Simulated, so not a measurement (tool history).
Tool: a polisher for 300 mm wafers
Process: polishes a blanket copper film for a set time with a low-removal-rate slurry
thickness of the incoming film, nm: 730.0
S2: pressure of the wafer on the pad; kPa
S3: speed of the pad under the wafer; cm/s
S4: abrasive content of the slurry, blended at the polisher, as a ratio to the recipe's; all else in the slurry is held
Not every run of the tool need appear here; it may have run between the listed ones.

Run 1, day 0: flow of slurry (ml/min) 270, S2 11.7 kPa, S3 102 cm/s, S4 1, polishing time (s) 53. Result: film removed (nm) 77.725.
Run 2, day 0.338: flow of slurry (ml/min) 270, S2 12.4 kPa, S3 102 cm/s, S4 1, polishing time (s) 53. Result: film removed (nm) 81.588.
Run 3, day 0.688: flow of slurry (ml/min) 270, S2 12.4 kPa, S3 102 cm/s, S4 1, polishing time (s) 53. Result: film removed (nm) 82.247.
Run 4, day 0.804: flow of slurry (ml/min) 270, S2 12.4 kPa, S3 102 cm/s, S4 1.15, polishing time (s) 53. Result: film removed (nm) 83.372.
Run 5, day 0.908: flow of slurry (ml/min) 270, S2 13.1 kPa, S3 102 cm/s, S4 1.15, polishing time (s) 53. Result: film removed (nm) 87.811.
Run 6, day 1.258: flow of slurry (ml/min) 270, S2 13.8 kPa, S3 102 cm/s, S4 1.15, polishing time (s) 53. Result: film removed (nm) 91.233.
Run 7, day 1.417: flow of slurry (ml/min) 270, S2 14.5 kPa, S3 102 cm/s, S4 1.15, polishing time (s) 53. Result: film removed (nm) 96.217.

The next listed run, before its measurement:
Run 8, day 1.646: flow of slurry (ml/min) 270, S2 15.2 kPa, S3 102 cm/s, S4 1.15, polishing time (s) 53. Result: film removed (nm) ?.

Run 8 yielded film removed (nm) 101.49.
